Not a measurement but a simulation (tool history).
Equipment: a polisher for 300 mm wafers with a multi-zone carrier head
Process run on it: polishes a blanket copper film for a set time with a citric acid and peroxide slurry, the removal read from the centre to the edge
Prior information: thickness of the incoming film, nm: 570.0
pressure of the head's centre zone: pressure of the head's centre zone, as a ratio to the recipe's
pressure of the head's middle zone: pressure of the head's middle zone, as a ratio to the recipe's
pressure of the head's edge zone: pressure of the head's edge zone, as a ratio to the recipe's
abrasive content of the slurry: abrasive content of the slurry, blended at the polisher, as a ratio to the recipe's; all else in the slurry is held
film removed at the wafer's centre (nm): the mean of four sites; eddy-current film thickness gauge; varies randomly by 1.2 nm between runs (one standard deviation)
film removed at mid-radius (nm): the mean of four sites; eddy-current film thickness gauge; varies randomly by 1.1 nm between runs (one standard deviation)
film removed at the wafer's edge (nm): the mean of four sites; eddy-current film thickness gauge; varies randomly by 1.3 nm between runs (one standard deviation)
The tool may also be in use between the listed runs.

run,day,flow of slurry (ml/min),pressure of the head's centre zone,pressure of the head's middle zone,pressure of the head's edge zone,abrasive content of the slurry,polishing time (s),film removed at the wafer's centre (nm),film removed at mid-radius (nm),film removed at the wafer's edge (nm)
1,0,185,1,1,1,1,44,92.751,92.137,92.529
2,0.05,190,1,1.02,1.03,1.1,46,102.12,100.29,99.604
3,0.35,210,1,1.02,1.03,1.1,46,102.88,102.44,99.9
4,0.617,210,1,1.02,1.07,1.1,46,101.81,101.21,100.84
5,0.942,200,0.99,1.03,1.08,1.15,49,108.96,110.06,110.66
6,1.192,195,0.99,1.05,1.09,1.2,51,114.06,116.44,115.61
7,1.504,195,0.99,1.06,1.1,1.25,53,119.6,124.14,122.77

Estimate the outcome of run 8 from the log above:
8,1.546,195,0.99,1.07,1.11,1.3,54,?,?,?

Run 8 measured film removed at the wafer's centre (nm) 120.83, film removed at mid-radius (nm) 127.92, film removed at the wafer's edge (nm) 125.73.
